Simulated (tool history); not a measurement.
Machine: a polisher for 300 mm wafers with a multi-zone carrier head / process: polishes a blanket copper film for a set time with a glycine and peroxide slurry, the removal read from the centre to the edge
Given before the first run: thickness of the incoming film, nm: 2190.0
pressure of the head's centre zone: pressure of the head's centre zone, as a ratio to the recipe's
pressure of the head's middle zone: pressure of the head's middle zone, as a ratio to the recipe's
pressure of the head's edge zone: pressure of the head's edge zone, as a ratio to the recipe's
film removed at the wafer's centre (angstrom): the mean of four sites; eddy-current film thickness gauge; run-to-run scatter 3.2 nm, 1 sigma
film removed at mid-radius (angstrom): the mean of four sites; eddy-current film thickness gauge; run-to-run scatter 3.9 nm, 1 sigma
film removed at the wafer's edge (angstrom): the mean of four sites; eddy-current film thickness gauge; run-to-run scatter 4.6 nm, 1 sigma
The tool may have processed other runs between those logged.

run	hour	flow of slurry (ml/min)	pressure of the head's centre zone	pressure of the head's middle zone	pressure of the head's edge zone	polishing time (s)	film removed at the wafer's centre (angstrom)	film removed at mid-radius (angstrom)	film removed at the wafer's edge (angstrom)
1	0	130	1	1	1	84	4948.8	4998.9	5057.1
2	2.4	130	1	1	0.92	84	5011.5	5107.9	4960.8
3	2.9	130	1	1	0.84	84	4998.8	4998.9	4800.5
4	8.9	125	0.99	0.97	0.85	83	4776.7	4834.7	4734.2
5	10.7	95	0.99	0.97	0.85	83	4422.8	4536.2	4459.5
6	13.3	95	1.05	0.97	0.85	83	4697.4	4531.3	4505.9
7	17.2	95	1.04	0.95	0.87	83	4629.4	4471.8	4449.2

Run 8 is up next; what results do you expect?
8	20.2	95	1.03	0.93	0.92	83	?	?	?

Run 8 measured film removed at the wafer's centre (angstrom) 4610.2, film removed at mid-radius (angstrom) 4346, film removed at the wafer's edge (angstrom) 4597.
